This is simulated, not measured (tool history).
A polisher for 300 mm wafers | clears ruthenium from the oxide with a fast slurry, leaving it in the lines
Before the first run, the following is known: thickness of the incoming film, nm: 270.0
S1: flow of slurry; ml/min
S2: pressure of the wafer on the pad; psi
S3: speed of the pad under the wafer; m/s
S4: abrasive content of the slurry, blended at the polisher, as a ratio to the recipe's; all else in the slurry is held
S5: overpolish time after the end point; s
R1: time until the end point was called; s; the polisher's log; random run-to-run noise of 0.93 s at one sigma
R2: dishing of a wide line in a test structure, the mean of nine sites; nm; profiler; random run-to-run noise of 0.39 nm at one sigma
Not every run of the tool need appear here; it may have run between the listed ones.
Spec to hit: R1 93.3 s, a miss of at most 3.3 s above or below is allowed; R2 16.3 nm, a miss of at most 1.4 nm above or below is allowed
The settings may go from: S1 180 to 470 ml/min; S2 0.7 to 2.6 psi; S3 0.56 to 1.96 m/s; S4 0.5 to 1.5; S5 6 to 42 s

Run 1, hour 0: S1 300 ml/min, S2 1.6 psi, S3 1.26 m/s, S4 1, S5 21 s. Result: R1 84.821 s, R2 56.809 nm.
Run 2, hour 4.7: S1 300 ml/min, S2 1.6 psi, S3 1 m/s, S4 1, S5 21 s. Result: R1 107.21 s, R2 46.359 nm.
Run 3, hour 11.9: S1 340 ml/min, S2 1.6 psi, S3 1 m/s, S4 1, S5 21 s. Result: R1 102.16 s, R2 45.566 nm.
Run 4, hour 17.3: S1 340 ml/min, S2 1.6 psi, S3 1 m/s, S4 1, S5 29 s. Result: R1 106.56 s, R2 60.001 nm.
Run 5, hour 26.3: S1 340 ml/min, S2 1.6 psi, S3 1 m/s, S4 1, S5 23 s. Result: R1 104.84 s, R2 51.656 nm.
Run 6, hour 27.8: S1 340 ml/min, S2 1.6 psi, S3 1 m/s, S4 1, S5 30 s. Result: R1 104.77 s, R2 63.205 nm.
Run 7, hour 36.3: S1 375 ml/min, S2 1.6 psi, S3 0.96 m/s, S4 1.05, S5 24 s. Result: R1 103.64 s, R2 51.791 nm.
Run 8, hour 37.2: S1 400 ml/min, S2 1.7 psi, S3 0.92 m/s, S4 0.9, S5 19 s. Result: R1 111.83 s, R2 39.841 nm.
Run 9, hour 41.2: S1 420 ml/min, S2 1.8 psi, S3 0.88 m/s, S4 0.9, S5 16 s. Result: R1 111.34 s, R2 34.054 nm.
Run 10, hour 48.9: S1 435 ml/min, S2 2 psi, S3 0.8 m/s, S4 0.9, S5 13 s. Result: R1 108.94 s, R2 27.995 nm.
Run 11, hour 54.2: S1 445 ml/min, S2 2.2 psi, S3 0.74 m/s, S4 0.95, S5 11 s. Result: R1 104.12 s, R2 26.179 nm.
At hour 56.1: slurry nozzle cleaned.
Run 12, hour 56.1: S1 450 ml/min, S2 2.3 psi, S3 0.7 m/s, S4 1, S5 10 s. Result: R1 99.254 s, R2 25.015 nm.
Run 13, hour 60.2: S1 455 ml/min, S2 2.3 psi, S3 0.66 m/s, S4 1.05, S5 9 s. Result: R1 100.87 s, R2 21.86 nm.
Run 14, hour 66.5: S1 460 ml/min, S2 2.3 psi, S3 0.64 m/s, S4 1.15, S5 8 s. Result: R1 98.443 s, R2 20.878 nm.
Run 15, hour 74.5: S1 460 ml/min, S2 2.3 psi, S3 0.64 m/s, S4 1.15, S5 8 s. Result: R1 99.551 s, R2 19.904 nm.
Run 16, hour 80.6: S1 465 ml/min, S2 2.3 psi, S3 0.64 m/s, S4 1.2, S5 7 s. Result: R1 96.245 s, R2 17.777 nm.

Below are 5 possible settings for the next run. Only one of them brings all results inside the allowed miss of their targets. Which is it?
Run A, hour 86.7: S1 470 ml/min, S2 2.2 psi, S3 0.66 m/s, S4 1.15, S5 6 s. Result: R1 ?, R2 ?.
Run B, hour 86.7: S1 330 ml/min, S2 1.9 psi, S3 0.76 m/s, S4 1.25, S5 9 s. Result: R1 ?, R2 ?.
Run C, hour 86.7: S1 470 ml/min, S2 2.3 psi, S3 0.74 m/s, S4 1.15, S5 6 s. Result: R1 ?, R2 ?.
Run D, hour 86.7: S1 470 ml/min, S2 1.9 psi, S3 0.74 m/s, S4 1.5, S5 6 s. Result: R1 ?, R2 ?.
Run E, hour 86.7: S1 450 ml/min, S2 2.4 psi, S3 0.62 m/s, S4 1.2, S5 9 s. Result: R1 ?, R2 ?.

move      R1      R2
   A  101.69  14.888
   B  100.78  22.071
   C  87.539  17.181
   D  93.434  16.145
   E  97.034   22.87
A: the result that was furthest off in the last run now lies on the other side of its target
B: misses by more than the last run did
C: meets the target for the result that was furthest off, but another lies outside its allowed miss
D: in spec on every target
E: misses by more than the last run did
D is the move that brings every result within its allowed miss.
